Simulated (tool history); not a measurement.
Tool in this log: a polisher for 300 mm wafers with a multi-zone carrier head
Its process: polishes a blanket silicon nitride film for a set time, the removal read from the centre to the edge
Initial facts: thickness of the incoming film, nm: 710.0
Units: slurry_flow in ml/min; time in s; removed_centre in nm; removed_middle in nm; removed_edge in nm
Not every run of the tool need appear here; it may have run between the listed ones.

Run 1, hour 0: slurry_flow 130 ml/min, centre_zone 1, middle_zone 1, edge_zone 1, time 54 s. Result: removed_centre 117.58 nm, removed_middle 117.96 nm, removed_edge 121.45 nm.
Run 2, hour 3.4: slurry_flow 160 ml/min, centre_zone 1, middle_zone 1, edge_zone 1, time 54 s. Result: removed_centre 127.69 nm, removed_middle 124.19 nm, removed_edge 124.72 nm.
Run 3, hour 8.7: slurry_flow 155 ml/min, centre_zone 0.99, middle_zone 0.97, edge_zone 1, time 51 s. Result: removed_centre 115.17 nm, removed_middle 112.14 nm, removed_edge 115.04 nm.
Run 4, hour 9.8: slurry_flow 155 ml/min, centre_zone 1.06, middle_zone 0.97, edge_zone 1, time 51 s. Result: removed_centre 122.54 nm, removed_middle 112.39 nm, removed_edge 114.93 nm.
Run 5, hour 14: slurry_flow 155 ml/min, centre_zone 1.06, middle_zone 0.9, edge_zone 1, time 51 s. Result: removed_centre 122.77 nm, removed_middle 102.55 nm, removed_edge 114.68 nm.
Run 6, hour 15.6: slurry_flow 155 ml/min, centre_zone 0.98, middle_zone 0.9, edge_zone 1, time 51 s. Result: removed_centre 113.74 nm, removed_middle 104.12 nm, removed_edge 114.24 nm.
Run 7, hour 18.5: slurry_flow 150 ml/min, centre_zone 0.97, middle_zone 0.89, edge_zone 1, time 49 s. Result: removed_centre 108.56 nm, removed_middle 101.27 nm, removed_edge 110.17 nm.
Run 8, hour 22.9: slurry_flow 140 ml/min, centre_zone 0.97, middle_zone 0.88, edge_zone 1.01, time 47 s. Result: removed_centre 102.64 nm, removed_middle 92.975 nm, removed_edge 107.72 nm.
Run 9, hour 25.2: slurry_flow 135 ml/min, centre_zone 0.96, middle_zone 0.87, edge_zone 1, time 46 s. Result: removed_centre 97.627 nm, removed_middle 90.851 nm, removed_edge 101.48 nm.
Run 10, hour 25.8: slurry_flow 100 ml/min, centre_zone 0.92, middle_zone 0.81, edge_zone 1.1, time 37 s. Result: removed_centre 67.055 nm, removed_middle 62.702 nm, removed_edge 81.657 nm.
Run 11, hour 27.9: slurry_flow 105 ml/min, centre_zone 0.92, middle_zone 0.82, edge_zone 1.1, time 37 s. Result: removed_centre 71.425 nm, removed_middle 66.019 nm, removed_edge 81.71 nm.
Run 12, hour 30.8: slurry_flow 115 ml/min, centre_zone 0.91, middle_zone 0.82, edge_zone 1.1, time 38 s. Result: removed_centre 72.743 nm, removed_middle 68.448 nm, removed_edge 85.513 nm.
Run 13, hour 37.5: slurry_flow 115 ml/min, centre_zone 0.91, middle_zone 0.82, edge_zone 1.1, time 38 s. Result: removed_centre 72.47 nm, removed_middle 67.841 nm, removed_edge 87.233 nm.

Run 14 comes next. What will it give?
Run 14, hour 39.8: slurry_flow 115 ml/min, centre_zone 0.91, middle_zone 0.83, edge_zone 1.1, time 38 s. Result: removed_centre ?, removed_middle ?, removed_edge ?.

removed_centre: 71.692 nm
removed_middle: 67.729 nm
removed_edge: 86.802 nm
